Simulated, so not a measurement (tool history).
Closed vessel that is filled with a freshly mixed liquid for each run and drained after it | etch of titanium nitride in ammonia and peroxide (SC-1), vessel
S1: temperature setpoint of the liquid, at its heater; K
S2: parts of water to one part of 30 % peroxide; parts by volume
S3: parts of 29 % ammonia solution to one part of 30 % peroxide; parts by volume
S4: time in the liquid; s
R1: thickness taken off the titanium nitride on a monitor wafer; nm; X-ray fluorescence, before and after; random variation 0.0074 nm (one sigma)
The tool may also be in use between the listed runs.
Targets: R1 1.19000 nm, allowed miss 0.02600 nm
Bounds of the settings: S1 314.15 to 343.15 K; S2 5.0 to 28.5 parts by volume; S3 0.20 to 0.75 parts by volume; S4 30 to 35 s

run	hour	S1	S2	S3	S4	R1
1	0.0	330.15	15.5	0.45	35	2.19890
2	2.2	323.15	15.5	0.45	35	1.34750
3	4.2	323.15	15.5	0.45	30	1.15400
4	9.9	320.65	15.5	0.45	30	0.97882
5	18.7	320.65	15.5	0.60	30	1.03500
6	23.8	325.15	15.5	0.60	30	1.40280
7	27.0	324.65	15.5	0.60	30	1.34120
8	36.0	324.15	15.5	0.60	30	1.30160
9	44.5	323.65	15.5	0.60	30	1.26280
10	49.4	323.15	15.5	0.60	30	1.24120

4 next moves are on the table. One of them brings every result within its allowed miss. Which?
A	54.3	321.65	15.0	0.65	30	?
B	54.3	325.15	17.5	0.50	30	?
C	54.3	322.65	16.0	0.65	30	?
D	54.3	322.15	12.5	0.55	30	?

move	R1
A	1.14310
B	1.27830
C	1.18400
D	1.26790
A: takes the result that was furthest off past its target
B: further off than the last run
C: meets every target
D: further off than the last run
Move C is the one to make.
